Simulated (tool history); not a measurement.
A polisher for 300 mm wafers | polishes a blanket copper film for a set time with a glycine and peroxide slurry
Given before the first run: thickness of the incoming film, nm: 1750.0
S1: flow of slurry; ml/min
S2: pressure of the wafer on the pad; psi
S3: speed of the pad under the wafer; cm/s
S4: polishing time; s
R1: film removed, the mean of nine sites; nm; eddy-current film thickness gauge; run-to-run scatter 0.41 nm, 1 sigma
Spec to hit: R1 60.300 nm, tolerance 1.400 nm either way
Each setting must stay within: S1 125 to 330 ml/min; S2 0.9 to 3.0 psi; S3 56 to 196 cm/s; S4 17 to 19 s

Run 1, hour 0.0: S1 210 ml/min, S2 1.9 psi, S3 126 cm/s, S4 19 s. Result: R1 92.782 nm.
Run 2, hour 2.5: S1 205 ml/min, S2 1.8 psi, S3 126 cm/s, S4 19 s. Result: R1 88.672 nm.
Run 3, hour 9.0: S1 155 ml/min, S2 1.8 psi, S3 126 cm/s, S4 19 s. Result: R1 85.362 nm.
Run 4, hour 10.4: S1 155 ml/min, S2 1.7 psi, S3 126 cm/s, S4 19 s. Result: R1 80.866 nm.
Run 5, hour 18.9: S1 155 ml/min, S2 1.3 psi, S3 126 cm/s, S4 19 s. Result: R1 65.523 nm.
Run 6, hour 21.9: S1 155 ml/min, S2 1.6 psi, S3 126 cm/s, S4 19 s. Result: R1 77.480 nm.
Run 7, hour 28.3: S1 155 ml/min, S2 1.5 psi, S3 126 cm/s, S4 19 s. Result: R1 72.845 nm.
Run 8, hour 36.5: S1 145 ml/min, S2 1.3 psi, S3 126 cm/s, S4 19 s. Result: R1 64.954 nm.

Exercise: of the 5 proposed moves below, exactly one satisfies all targets within the stated allowed misses. Which move is it?
Run A, hour 44.7: S1 170 ml/min, S2 1.2 psi, S3 126 cm/s, S4 19 s. Result: R1 ?.
Run B, hour 44.7: S1 125 ml/min, S2 1.5 psi, S3 112 cm/s, S4 19 s. Result: R1 ?.
Run C, hour 44.7: S1 130 ml/min, S2 1.4 psi, S3 114 cm/s, S4 18 s. Result: R1 ?.
Run D, hour 44.7: S1 125 ml/min, S2 1.1 psi, S3 128 cm/s, S4 19 s. Result: R1 ?.
Run E, hour 44.7: S1 145 ml/min, S2 1.1 psi, S3 138 cm/s, S4 18 s. Result: R1 ?.

move      R1
   A  62.828
   B  64.590
   C  59.344
   D  55.802
   E  57.205
A: nearer than the last run, and not there yet
B: nearer than the last run, and not there yet
C: meets every target
D: moves the result that the last run missed by most past its target, out the other side
E: moves the result that the last run missed by most past its target, out the other side
C meets every target.
